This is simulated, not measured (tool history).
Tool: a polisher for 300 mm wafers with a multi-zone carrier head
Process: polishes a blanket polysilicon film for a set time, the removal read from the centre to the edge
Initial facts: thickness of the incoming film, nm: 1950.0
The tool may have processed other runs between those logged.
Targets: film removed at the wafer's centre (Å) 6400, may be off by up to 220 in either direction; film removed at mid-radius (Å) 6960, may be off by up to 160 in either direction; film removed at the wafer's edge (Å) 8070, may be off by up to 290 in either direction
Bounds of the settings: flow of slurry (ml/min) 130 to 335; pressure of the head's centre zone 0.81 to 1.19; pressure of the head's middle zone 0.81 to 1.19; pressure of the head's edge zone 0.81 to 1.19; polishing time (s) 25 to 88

run	hour	flow of slurry (ml/min)	pressure of the head's centre zone	pressure of the head's middle zone	pressure of the head's edge zone	polishing time (s)	film removed at the wafer's centre (Å)	film removed at mid-radius (Å)	film removed at the wafer's edge (Å)
1	0	215	1	1	1	56	5586.7	5398.6	5633.1
2	4	215	1	1	1.07	56	5387.3	5440.4	5713.9
3	10.3	215	0.99	0.99	1.08	58	5616.7	5572.8	5961.1
4	11.9	215	0.99	0.99	1.08	65	6280.2	6246.8	6630.5
5	18.5	215	1.05	0.99	1.08	65	6649.5	6181.8	6716.4
6	21.4	215	1.05	0.99	1.16	65	6693.6	6221.6	6912.3
7	24.5	215	1.03	0.98	1.16	66	6547.2	6257.5	7237.2
8	32.4	220	1.02	0.98	1.16	66	6590.9	6273.2	7105
9	33.9	220	1.01	0.98	1.16	67	6565.1	6349.1	7239.5
10	37.4	225	1	0.98	1.16	68	6669.2	6488	7198.6
11	46.1	215	0.99	0.98	1.16	69	6619	6567.5	7383.4
12	47.5	210	0.98	0.98	1.16	70	6710.6	6636.1	7452.6
13	49.6	210	0.97	0.98	1.16	71	6682.5	6751.9	7618.3
14	52.9	205	0.96	0.98	1.16	71	6633.6	6697.1	7688.2

Which one of the following 5 next-run settings gets every result inside its allowed miss? There is exactly one.
A	56.2	220	0.87	0.91	1.19	83	?	?	?
B	56.2	160	0.89	0.98	1.19	75	?	?	?
C	56.2	205	0.94	1.05	1.19	74	?	?	?
D	56.2	150	0.89	0.9	1.19	85	?	?	?
E	56.2	130	0.85	0.92	1.19	82	?	?	?

move	film removed at the wafer's centre (Å)	film removed at mid-radius (Å)	film removed at the wafer's edge (Å)
A	7127.7	7402.3	9073.9
B	6350.2	6886.5	7994.9
C	6805	7389.8	8033.1
D	7135.8	7217.3	9023.6
E	6465.7	6979.1	8601.4
A: carries the result that was furthest off beyond its target, to the other side
B: in spec on every target
C: carries the result that was furthest off beyond its target, to the other side
D: carries the result that was furthest off beyond its target, to the other side
E: the furthest-off result lands on target, but another misses its tolerance
Move B is the one to make.

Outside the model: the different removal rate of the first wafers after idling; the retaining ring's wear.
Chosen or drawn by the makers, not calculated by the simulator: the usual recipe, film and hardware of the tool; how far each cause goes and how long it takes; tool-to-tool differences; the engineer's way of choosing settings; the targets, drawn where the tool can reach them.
